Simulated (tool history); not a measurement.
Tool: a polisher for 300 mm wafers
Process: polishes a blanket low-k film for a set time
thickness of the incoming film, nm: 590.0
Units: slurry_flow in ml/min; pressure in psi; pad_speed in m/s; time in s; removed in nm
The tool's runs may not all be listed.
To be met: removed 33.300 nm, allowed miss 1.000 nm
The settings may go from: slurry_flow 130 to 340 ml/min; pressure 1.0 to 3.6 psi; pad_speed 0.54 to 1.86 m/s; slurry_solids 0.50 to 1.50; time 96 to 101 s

run,hour,slurry_flow,pressure,pad_speed,slurry_solids,time,removed
1,0.0,220,2.3,1.18,1.00,96,49.474
2,6.0,220,2.2,1.18,1.00,96,46.995
3,11.5,220,2.1,1.18,1.00,96,45.273
4,18.5,220,2.1,1.18,1.15,96,47.576
5,24.5,220,2.0,1.18,1.15,96,45.701
6,31.6,220,1.9,1.18,1.15,96,43.722
7,39.3,220,1.8,1.18,1.15,96,40.457
8,45.8,215,1.6,1.18,1.15,96,36.870

5 next moves are on the table. One of them brings every result within its allowed miss. Which?
A,52.3,205,1.5,1.40,1.25,97,?
B,52.3,255,1.6,1.32,1.05,101,?
C,52.3,185,1.6,1.24,1.30,97,?
D,52.3,235,1.6,1.12,1.00,96,?
E,52.3,195,1.7,1.30,1.20,101,?

move,removed
A,40.829
B,41.490
C,39.367
D,33.594
E,44.167
A: further off than the last run
B: further off than the last run
C: further off than the last run
D: meets every target
E: further off than the last run
Move D is the one to make.
